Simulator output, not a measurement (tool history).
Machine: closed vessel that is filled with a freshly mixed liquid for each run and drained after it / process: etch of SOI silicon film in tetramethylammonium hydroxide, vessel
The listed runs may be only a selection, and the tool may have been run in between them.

run,hour,temperature setpoint of the liquid (K),concentration of hydroxide in the mixed liquid (% by weight),time in the liquid (s),thickness taken off the SOI silicon film on a monitor wafer (Å)
1,0,348.15,10.5,105,10317
2,5.9,347.15,10.5,105,9662.5
3,13.3,352.65,10.5,105,13151
4,20.8,356.15,10.5,105,15930
5,28,357.15,10.5,105,16762
6,30.2,354.65,10.5,105,14805
7,36.1,352.65,10.5,105,12956
8,38.3,351.15,10.5,105,12227
9,39.9,349.65,10.5,105,11058
10,45.5,348.65,10.5,105,10576
11,46.9,347.65,10.5,105,9946
12,48.6,346.65,10.5,105,9423.1

Run 13 is up next; what results do you expect?
13,50,345.65,10.5,105,?

{"run 13": {"thickness taken off the SOI silicon film on a monitor wafer (Å)": 8970}}
